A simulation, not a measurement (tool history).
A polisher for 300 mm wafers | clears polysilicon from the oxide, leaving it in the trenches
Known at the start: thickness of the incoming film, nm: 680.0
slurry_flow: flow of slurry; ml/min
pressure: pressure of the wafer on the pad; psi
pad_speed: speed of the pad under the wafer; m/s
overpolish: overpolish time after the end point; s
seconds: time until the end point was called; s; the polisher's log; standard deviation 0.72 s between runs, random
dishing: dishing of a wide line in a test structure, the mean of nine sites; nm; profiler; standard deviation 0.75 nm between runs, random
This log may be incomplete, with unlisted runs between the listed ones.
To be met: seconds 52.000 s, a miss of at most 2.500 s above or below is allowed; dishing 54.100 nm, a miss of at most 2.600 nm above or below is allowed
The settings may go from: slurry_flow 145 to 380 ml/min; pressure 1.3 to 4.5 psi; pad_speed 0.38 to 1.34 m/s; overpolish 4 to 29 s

run,day,slurry_flow,pressure,pad_speed,overpolish,seconds,dishing
1,0.000,245,2.9,0.86,15,43.790,69.850
2,0.258,245,2.8,0.86,13,43.542,67.730
3,0.488,245,2.6,0.86,11,46.315,64.391
4,0.696,245,3.0,0.86,11,41.417,67.488
5,0.733,245,3.0,0.68,11,52.528,61.811
6,1.033,255,3.0,0.66,10,54.173,57.319
7,1.108,255,3.0,0.66,10,54.687,59.174
8,1.142,255,3.0,0.66,10,55.837,57.751

Of the 4 settings listed for the next run, only one would bring every result within its allowed miss of target. Which one?
A,1.175,295,3.8,0.52,13,?,?
B,1.175,235,2.7,0.76,10,?,?
C,1.175,250,3.6,0.54,13,?,?
D,1.175,200,3.3,0.66,8,?,?

move,seconds,dishing
A,57.338,62.341
B,51.655,58.965
C,58.387,61.976
D,52.455,53.180
A: its largest miss is bigger than the last run's
B: puts the biggest miss on target and leaves a different result outside tolerance
C: its largest miss is bigger than the last run's
D: hits every target within its allowed miss
Move D is the one to make.
